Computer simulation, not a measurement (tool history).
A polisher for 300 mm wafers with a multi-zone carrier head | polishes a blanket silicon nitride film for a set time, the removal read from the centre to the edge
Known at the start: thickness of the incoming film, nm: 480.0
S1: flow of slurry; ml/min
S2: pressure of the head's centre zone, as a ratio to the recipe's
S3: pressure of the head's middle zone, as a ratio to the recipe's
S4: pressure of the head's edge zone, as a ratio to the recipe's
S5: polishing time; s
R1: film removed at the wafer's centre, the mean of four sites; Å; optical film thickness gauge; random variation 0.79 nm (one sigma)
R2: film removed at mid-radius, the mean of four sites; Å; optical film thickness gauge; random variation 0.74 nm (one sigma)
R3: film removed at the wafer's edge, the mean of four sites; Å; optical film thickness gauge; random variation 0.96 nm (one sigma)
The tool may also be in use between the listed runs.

{"run": 1, "hour": 0.0, "S1": 305, "S2": 1.0, "S3": 1.0, "S4": 1.0, "S5": 87, "R1": 1734.3, "R2": 1783.4, "R3": 1814.2}
{"run": 2, "hour": 4.4, "S1": 305, "S2": 1.0, "S3": 1.03, "S4": 1.0, "S5": 87, "R1": 1790.1, "R2": 1806.6, "R3": 1849.6}
{"run": 3, "hour": 9.5, "S1": 290, "S2": 0.99, "S3": 0.96, "S4": 0.98, "S5": 73, "R1": 1453.2, "R2": 1416.3, "R3": 1516.5}
{"run": 4, "hour": 11.2, "S1": 290, "S2": 0.95, "S3": 0.95, "S4": 0.93, "S5": 65, "R1": 1264.4, "R2": 1258.7, "R3": 1314.5}
{"run": 5, "hour": 12.3, "S1": 290, "S2": 0.95, "S3": 0.95, "S4": 1.01, "S5": 65, "R1": 1236.6, "R2": 1263.7, "R3": 1362.7}
{"run": 6, "hour": 15.9, "S1": 340, "S2": 0.95, "S3": 0.95, "S4": 1.01, "S5": 65, "R1": 1259.4, "R2": 1263.8, "R3": 1382.1}
{"run": 7, "hour": 20.9, "S1": 330, "S2": 0.91, "S3": 0.92, "S4": 0.95, "S5": 61, "R1": 1119.0, "R2": 1157.8, "R3": 1253.6}
{"run": 8, "hour": 27.1, "S1": 325, "S2": 0.89, "S3": 0.9, "S4": 0.91, "S5": 58, "R1": 1059.4, "R2": 1083.9, "R3": 1163.8}

Forecast run 9:
{"run": 9, "hour": 32.0, "S1": 270, "S2": 0.81, "S3": 0.84, "S4": 0.81, "S5": 56, "R1": "?", "R2": "?", "R3": "?"}

{"run 9": {"R1": 903.88, "R2": 979.08, "R3": 1061.3}}

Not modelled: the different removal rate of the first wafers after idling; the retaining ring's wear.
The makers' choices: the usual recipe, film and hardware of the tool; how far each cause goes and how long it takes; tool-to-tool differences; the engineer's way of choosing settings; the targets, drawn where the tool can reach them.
